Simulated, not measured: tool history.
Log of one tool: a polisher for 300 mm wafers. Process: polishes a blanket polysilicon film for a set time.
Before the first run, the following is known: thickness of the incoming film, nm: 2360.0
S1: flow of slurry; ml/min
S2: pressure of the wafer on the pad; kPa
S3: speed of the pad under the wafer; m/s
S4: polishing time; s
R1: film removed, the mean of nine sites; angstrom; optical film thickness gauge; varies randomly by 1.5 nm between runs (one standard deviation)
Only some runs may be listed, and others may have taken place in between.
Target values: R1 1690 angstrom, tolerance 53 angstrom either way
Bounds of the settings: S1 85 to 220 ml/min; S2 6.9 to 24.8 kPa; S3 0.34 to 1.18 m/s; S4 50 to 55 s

run  hour   S1    S2    S3  S4      R1
  1     0  140  15.9  0.76  55  2863.3
  2     6  120  15.9  0.76  55  2815.1
  3  13.5  120  15.9  0.94  55    3356
  4  14.6  115  13.1  0.92  55  2748.5
  5  15.7  115  13.1  0.78  55  2327.2
  6  24.1  110  11.7  0.78  55  2078.2
  7  26.7  105    11  0.78  55    1993
  8  35.2  100  10.3  0.78  55  1837.1
  9  36.1   95  10.3  0.78  55    1817

Exercise: of the 5 proposed moves below, exactly one satisfies all targets within the stated allowed misses. Which move is it?
  A    37   85  12.4  0.78  54   ?
  B    37  105   9.7  0.82  55   ?
  C    37   85  10.3  0.82  54   ?
  D    37   85  10.3  0.78  52   ?
  E    37  105  11.7  0.66  55   ?

move      R1
   A    2105
   B    1833
   C  1847.8
   D  1702.1
   E  1823.4
A: moves away from the targets compared with the last run
B: moves away from the targets compared with the last run
C: moves away from the targets compared with the last run
D: each result inside its tolerance
E: moves away from the targets compared with the last run
Correct choice: D, which meets every target
